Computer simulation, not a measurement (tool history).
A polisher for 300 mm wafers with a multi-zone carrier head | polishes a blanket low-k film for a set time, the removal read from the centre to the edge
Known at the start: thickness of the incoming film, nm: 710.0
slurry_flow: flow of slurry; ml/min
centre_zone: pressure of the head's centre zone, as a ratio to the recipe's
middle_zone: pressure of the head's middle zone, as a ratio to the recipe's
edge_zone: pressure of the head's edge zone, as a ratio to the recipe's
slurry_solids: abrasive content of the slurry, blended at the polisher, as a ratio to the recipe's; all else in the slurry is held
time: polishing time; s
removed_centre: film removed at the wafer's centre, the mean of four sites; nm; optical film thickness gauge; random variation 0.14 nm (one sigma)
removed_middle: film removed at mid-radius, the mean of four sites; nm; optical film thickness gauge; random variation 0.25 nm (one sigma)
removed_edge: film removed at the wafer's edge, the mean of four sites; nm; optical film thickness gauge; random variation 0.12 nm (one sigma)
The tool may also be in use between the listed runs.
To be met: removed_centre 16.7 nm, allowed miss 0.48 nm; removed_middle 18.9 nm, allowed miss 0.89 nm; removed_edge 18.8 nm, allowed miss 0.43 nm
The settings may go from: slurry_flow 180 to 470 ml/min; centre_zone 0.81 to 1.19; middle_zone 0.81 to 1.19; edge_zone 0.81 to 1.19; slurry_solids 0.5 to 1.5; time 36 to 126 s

| run | hour | slurry_flow | centre_zone | middle_zone | edge_zone | slurry_solids | time | removed_centre | removed_middle | removed_edge |
|---|---|---|---|---|---|---|---|---|---|---|
| 1 | 0 | 300 | 1 | 1 | 1 | 1 | 81 | 24.471 | 23.392 | 24.706 |
| 2 | 4.5 | 300 | 1 | 0.92 | 1 | 1 | 81 | 24.344 | 22.401 | 24.79 |
| 3 | 12.2 | 270 | 1 | 0.92 | 1 | 1 | 81 | 23.967 | 21.71 | 24.382 |
| 4 | 12.8 | 260 | 0.96 | 0.94 | 0.96 | 0.9 | 81 | 21.54 | 20.604 | 22.35 |
| 5 | 17.2 | 260 | 1.02 | 0.94 | 0.96 | 0.9 | 81 | 22.851 | 20.537 | 22.297 |
| 6 | 24.6 | 260 | 1.02 | 0.94 | 0.96 | 0.9 | 67 | 18.722 | 17.359 | 18.601 |
| 7 | 32.2 | 260 | 1.02 | 0.94 | 0.96 | 0.9 | 67 | 18.841 | 17.137 | 18.534 |
| 8 | 40.1 | 255 | 0.99 | 0.97 | 0.96 | 0.9 | 67 | 18.212 | 17.433 | 18.381 |
| 9 | 48.5 | 255 | 0.96 | 1 | 0.97 | 0.9 | 67 | 17.817 | 17.787 | 18.46 |
| 10 | 50 | 240 | 0.86 | 1.09 | 1 | 0.9 | 67 | 15.916 | 19.112 | 18.832 |
| 11 | 51.9 | 245 | 0.87 | 1.08 | 1 | 0.9 | 67 | 15.949 | 18.711 | 18.755 |

4 next moves are on the table. One of them brings every result within its allowed miss. Which?
| A | 53.8 | 295 | 0.85 | 1.07 | 1.02 | 0.75 | 73 | ? | ? | ? |
| B | 53.8 | 235 | 0.86 | 1.12 | 0.97 | 0.9 | 67 | ? | ? | ? |
| C | 53.8 | 230 | 0.91 | 1.07 | 1 | 0.85 | 70 | ? | ? | ? |
| D | 53.8 | 245 | 0.86 | 1.08 | 1.03 | 0.9 | 65 | ? | ? | ? |

| move | removed_centre | removed_middle | removed_edge |
|---|---|---|---|
| A | 15.415 | 18.712 | 18.28 |
| B | 15.719 | 19.662 | 18.143 |
| C | 16.694 | 18.976 | 18.509 |
| D | 15.344 | 18.596 | 18.208 |
A: further off than the last run
B: further off than the last run
C: meets every target
D: further off than the last run
Answer: C

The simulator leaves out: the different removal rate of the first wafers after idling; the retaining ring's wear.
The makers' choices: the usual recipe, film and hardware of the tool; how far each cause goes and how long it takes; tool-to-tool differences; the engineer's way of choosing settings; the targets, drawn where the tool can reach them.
